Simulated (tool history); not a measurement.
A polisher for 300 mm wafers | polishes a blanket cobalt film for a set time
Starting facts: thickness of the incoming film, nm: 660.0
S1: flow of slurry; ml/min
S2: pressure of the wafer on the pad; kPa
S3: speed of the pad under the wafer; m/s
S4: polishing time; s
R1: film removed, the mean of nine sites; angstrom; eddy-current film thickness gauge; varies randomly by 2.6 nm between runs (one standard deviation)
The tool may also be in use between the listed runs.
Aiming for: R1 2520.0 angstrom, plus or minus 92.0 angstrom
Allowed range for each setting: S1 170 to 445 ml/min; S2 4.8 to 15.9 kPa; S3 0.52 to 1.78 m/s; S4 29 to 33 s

{"run": 1, "day": 0.0, "S1": 285, "S2": 10.3, "S3": 1.14, "S4": 33, "R1": 1681.1}
{"run": 2, "day": 0.329, "S1": 285, "S2": 11.0, "S3": 1.14, "S4": 33, "R1": 1792.6}
{"run": 3, "day": 0.629, "S1": 285, "S2": 9.0, "S3": 1.14, "S4": 33, "R1": 1485.7}
{"run": 4, "day": 0.75, "S1": 285, "S2": 10.3, "S3": 1.14, "S4": 33, "R1": 1680.5}
{"run": 5, "day": 1.05, "S1": 285, "S2": 10.3, "S3": 1.14, "S4": 29, "R1": 1509.0}
{"run": 6, "day": 1.208, "S1": 285, "S2": 11.7, "S3": 1.14, "S4": 29, "R1": 1709.7}
{"run": 7, "day": 1.417, "S1": 285, "S2": 12.4, "S3": 1.16, "S4": 29, "R1": 1792.2}
{"run": 8, "day": 1.679, "S1": 285, "S2": 13.1, "S3": 1.18, "S4": 29, "R1": 1917.7}
{"run": 9, "day": 1.917, "S1": 285, "S2": 13.8, "S3": 1.2, "S4": 29, "R1": 2061.1}
{"day": 2.192, "done": "head pressure recalibrated"}
{"run": 10, "day": 2.192, "S1": 285, "S2": 14.5, "S3": 1.22, "S4": 29, "R1": 1975.1}
{"run": 11, "day": 2.225, "S1": 285, "S2": 15.2, "S3": 1.54, "S4": 30, "R1": 2651.3}

Which of these 5 next moves meets every target?
{"run": "A", "day": 2.258, "S1": 200, "S2": 14.5, "S3": 1.36, "S4": 32, "R1": "?"}
{"run": "B", "day": 2.258, "S1": 240, "S2": 14.5, "S3": 1.54, "S4": 33, "R1": "?"}
{"run": "C", "day": 2.258, "S1": 190, "S2": 15.2, "S3": 1.34, "S4": 33, "R1": "?"}
{"run": "D", "day": 2.258, "S1": 295, "S2": 15.2, "S3": 1.34, "S4": 29, "R1": "?"}
{"run": "E", "day": 2.258, "S1": 345, "S2": 12.4, "S3": 1.7, "S4": 33, "R1": "?"}

move=A R1=2358.3
move=B R1=2796.7
move=C R1=2494.8
move=D R1=2286.9
move=E R1=2731.7
A: takes the biggest miss from the last run beyond its target
B: further off than the last run
C: in spec on every target
D: takes the biggest miss from the last run beyond its target
E: further off than the last run
The right move is C.
